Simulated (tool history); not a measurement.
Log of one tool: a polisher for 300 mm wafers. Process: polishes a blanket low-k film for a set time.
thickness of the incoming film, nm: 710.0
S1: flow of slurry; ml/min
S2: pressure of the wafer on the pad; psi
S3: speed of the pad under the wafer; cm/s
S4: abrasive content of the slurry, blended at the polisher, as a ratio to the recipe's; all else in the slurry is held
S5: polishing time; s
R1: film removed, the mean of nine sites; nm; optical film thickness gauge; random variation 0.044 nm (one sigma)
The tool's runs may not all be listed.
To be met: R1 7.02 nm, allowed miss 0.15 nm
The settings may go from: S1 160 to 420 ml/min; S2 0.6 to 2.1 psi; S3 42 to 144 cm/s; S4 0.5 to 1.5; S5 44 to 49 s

run 1 day=0 | S1=270 S2=1.3 S3=92 S4=1 S5=49 | R1=13.103
run 2 day=0.158 | S1=270 S2=1 S3=92 S4=1 S5=49 | R1=11.336
run 3 day=0.283 | S1=265 S2=0.9 S3=86 S4=1 S5=49 | R1=10.055
run 4 day=0.658 | S1=265 S2=0.9 S3=66 S4=1 S5=49 | R1=8.1982
run 5 day=0.962 | S1=260 S2=0.8 S3=66 S4=1 S5=49 | R1=7.6786
run 6 day=1.071 | S1=260 S2=0.6 S3=66 S4=1 S5=49 | R1=6.7208
run 7 day=1.271 | S1=265 S2=0.6 S3=66 S4=1 S5=49 | R1=6.7543
run 8 day=1.525 | S1=295 S2=0.6 S3=66 S4=1 S5=49 | R1=6.8419

Which of these 5 next moves meets every target?
run A day=1.779 | S1=295 S2=0.6 S3=64 S4=1.05 S5=48 | R1=?
run B day=1.779 | S1=280 S2=0.8 S3=54 S4=1.15 S5=45 | R1=?
run C day=1.779 | S1=385 S2=0.8 S3=64 S4=0.9 S5=48 | R1=?
run D day=1.779 | S1=325 S2=1.1 S3=58 S4=0.8 S5=47 | R1=?
run E day=1.779 | S1=335 S2=0.9 S3=52 S4=1.05 S5=46 | R1=?

move=A R1=6.7652
move=B R1=6.615
move=C R1=7.0383
move=D R1=6.7088
move=E R1=6.6857
A: further off than the last run
B: further off than the last run
C: meets every target
D: further off than the last run
E: further off than the last run
Move C is the one to make.
